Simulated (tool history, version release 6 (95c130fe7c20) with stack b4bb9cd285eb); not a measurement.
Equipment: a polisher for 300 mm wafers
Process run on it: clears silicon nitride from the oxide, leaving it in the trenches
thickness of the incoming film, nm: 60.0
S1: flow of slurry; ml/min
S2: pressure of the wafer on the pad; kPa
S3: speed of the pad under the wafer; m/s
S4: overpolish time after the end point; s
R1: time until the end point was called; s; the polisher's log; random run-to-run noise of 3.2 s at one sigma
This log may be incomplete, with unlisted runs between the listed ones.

| run | hour | S1 | S2 | S3 | S4 | R1 |
|---|---|---|---|---|---|---|
| 1 | 0 | 135 | 11.7 | 0.76 | 7 | 128.79 |
| 2 | 4.2 | 135 | 11.7 | 0.88 | 7 | 118.76 |
| 3 | 12.6 | 135 | 14.5 | 0.88 | 7 | 92.6 |
| 4 | 17.9 | 135 | 12.4 | 0.86 | 7 | 111.72 |
| 5 | 23 | 105 | 12.4 | 0.86 | 7 | 118.67 |
| 6 | 30.6 | 105 | 9.7 | 0.86 | 7 | 154.45 |

Predict the results of run 7:
| 7 | 36.8 | 105 | 9 | 0.86 | 7 | ? |

R1: 157.82 s
